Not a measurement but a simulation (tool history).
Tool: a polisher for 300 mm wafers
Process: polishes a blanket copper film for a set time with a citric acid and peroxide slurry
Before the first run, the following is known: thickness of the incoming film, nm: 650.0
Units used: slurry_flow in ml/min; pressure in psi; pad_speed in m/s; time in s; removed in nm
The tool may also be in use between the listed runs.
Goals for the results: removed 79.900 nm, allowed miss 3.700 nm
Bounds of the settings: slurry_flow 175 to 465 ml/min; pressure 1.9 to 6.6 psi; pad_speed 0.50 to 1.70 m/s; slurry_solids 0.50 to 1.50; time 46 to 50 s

| run | day | slurry_flow | pressure | pad_speed | slurry_solids | time | removed |
|---|---|---|---|---|---|---|---|
| 1 | 0.000 | 295 | 4.2 | 1.10 | 1.00 | 50 | 163.110 |
| 2 | 0.067 | 320 | 4.2 | 1.10 | 1.00 | 50 | 161.070 |
| 3 | 0.388 | 320 | 3.7 | 1.04 | 1.00 | 50 | 138.320 |
| 4 | 0.417 | 320 | 3.7 | 1.04 | 1.00 | 50 | 135.770 |
| 5 | 0.450 | 320 | 3.7 | 0.90 | 1.00 | 50 | 121.620 |
| 6 | 0.517 | 320 | 3.3 | 0.90 | 1.00 | 50 | 106.480 |
| 7 | 0.821 | 320 | 3.0 | 0.90 | 1.00 | 50 | 99.803 |
| 8 | 0.929 | 320 | 2.8 | 0.90 | 1.00 | 50 | 91.759 |
| 9 | 1.079 | 320 | 2.7 | 0.90 | 1.00 | 50 | 87.400 |
| 10 | 1.429 | 320 | 2.6 | 0.90 | 1.00 | 50 | 86.671 |

5 next moves are on the table. One of them brings every result within its allowed miss. Which?
| A | 1.779 | 335 | 3.5 | 0.76 | 0.85 | 49 | ? |
| B | 1.779 | 335 | 2.7 | 0.94 | 0.90 | 50 | ? |
| C | 1.779 | 320 | 2.6 | 0.98 | 0.90 | 50 | ? |
| D | 1.779 | 300 | 3.1 | 0.90 | 1.00 | 50 | ? |
| E | 1.779 | 315 | 2.5 | 0.96 | 1.15 | 46 | ? |

| move | removed |
|---|---|
| A | 95.760 |
| B | 91.967 |
| C | 91.582 |
| D | 101.620 |
| E | 82.574 |
A: its largest miss is bigger than the last run's
B: its largest miss is bigger than the last run's
C: its largest miss is bigger than the last run's
D: its largest miss is bigger than the last run's
E: hits every target within its allowed miss
The move that meets every target is E.
